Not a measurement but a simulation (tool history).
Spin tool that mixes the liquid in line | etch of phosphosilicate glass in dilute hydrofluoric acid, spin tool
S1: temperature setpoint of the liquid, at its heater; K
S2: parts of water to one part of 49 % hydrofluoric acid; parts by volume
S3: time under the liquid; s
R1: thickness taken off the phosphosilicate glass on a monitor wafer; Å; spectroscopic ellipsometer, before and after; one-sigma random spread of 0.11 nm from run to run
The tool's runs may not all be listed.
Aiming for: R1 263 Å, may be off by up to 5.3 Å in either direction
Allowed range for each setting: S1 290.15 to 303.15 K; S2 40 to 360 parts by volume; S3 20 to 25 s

| run | hour | S1 | S2 | S3 | R1 |
|---|---|---|---|---|---|
| 1 | 0 | 295.15 | 200 | 25 | 121.18 |
| 2 | 5.9 | 295.15 | 235 | 25 | 99.649 |
| 3 | 12.6 | 292.15 | 235 | 25 | 88.824 |
| 4 | 19.9 | 292.15 | 165 | 25 | 135.47 |
| 5 | 24 | 290.15 | 165 | 25 | 124.78 |
| 6 | 27.9 | 293.65 | 150 | 25 | 160.12 |
| 7 | 29.8 | 296.15 | 145 | 25 | 183.92 |
| 8 | 37.4 | 298.15 | 140 | 25 | 206.97 |
| 9 | 45.9 | 299.65 | 140 | 25 | 218.48 |
| 10 | 48.6 | 300.65 | 140 | 25 | 227.91 |
| 11 | 53.7 | 301.15 | 140 | 25 | 232.24 |
| 12 | 55.1 | 301.65 | 140 | 25 | 236.46 |
| 13 | 57.5 | 302.15 | 140 | 25 | 239.79 |
| 14 | 63.1 | 302.65 | 135 | 25 | 255.19 |

Exactly one of the 5 candidate moves below puts every result within its allowed miss. Which one?
| A | 68.7 | 303.15 | 140 | 25 | ? |
| B | 68.7 | 303.15 | 135 | 25 | ? |
| C | 68.7 | 300.65 | 130 | 25 | ? |
| D | 68.7 | 301.15 | 110 | 20 | ? |
| E | 68.7 | 302.15 | 135 | 25 | ? |

| move | R1 |
|---|---|
| A | 248.03 |
| B | 258.94 |
| C | 246.79 |
| D | 244.03 |
| E | 249.64 |
A: the biggest miss grows against the last run
B: all results land within tolerance of their targets
C: the biggest miss grows against the last run
D: the biggest miss grows against the last run
E: the biggest miss grows against the last run
B meets every target.
